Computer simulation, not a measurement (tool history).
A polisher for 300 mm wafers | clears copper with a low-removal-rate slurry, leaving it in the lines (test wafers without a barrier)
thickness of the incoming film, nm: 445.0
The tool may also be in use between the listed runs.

run  hour  flow of slurry (ml/min)  pressure of the wafer on the pad (kPa)  speed of the pad under the wafer (m/s)  abrasive content of the slurry  overpolish time after the end point (s)  time until the end point was called (s)  dishing of a wide line in a test structure (nm)
  1   0.0                      170                                    16.5                                    1.30                            1.00                                       20                                   147.60                                           45.539
  2   1.7                      170                                    16.5                                    1.30                            0.85                                       20                                   152.64                                           42.371
  3   5.4                      130                                    16.5                                    1.30                            0.85                                       20                                   165.54                                           41.856
  4  13.0                      130                                    14.5                                    1.30                            0.85                                       20                                   184.09                                           38.238
  5  17.6                      130                                    14.5                                    1.12                            0.85                                       20                                   205.54                                           33.534
  6  25.6                      130                                    14.5                                    1.12                            1.00                                       20                                   194.71                                           34.147
  7  29.1                      160                                    15.2                                    1.00                            1.10                                       17                                   194.16                                           30.766
  8  33.2                      185                                    14.5                                    1.02                            1.20                                       15                                   193.11                                           28.054
  9  37.6                      205                                    13.8                                    1.08                            1.25                                       13                                   186.57                                           26.014
 10  40.4                      220                                    12.4                                    1.20                            1.30                                       11                                   179.13                                           22.597
 11  48.8                      230                                    11.0                                    1.34                            1.30                                       10                                   171.17                                           20.495

Run 12 comes next. What will it give?
 12  53.9                      230                                    10.3                                    1.48                            1.25                                        9                                        ?                                                ?

time until the end point was called (s): 170.79
dishing of a wide line in a test structure (nm): 19.107
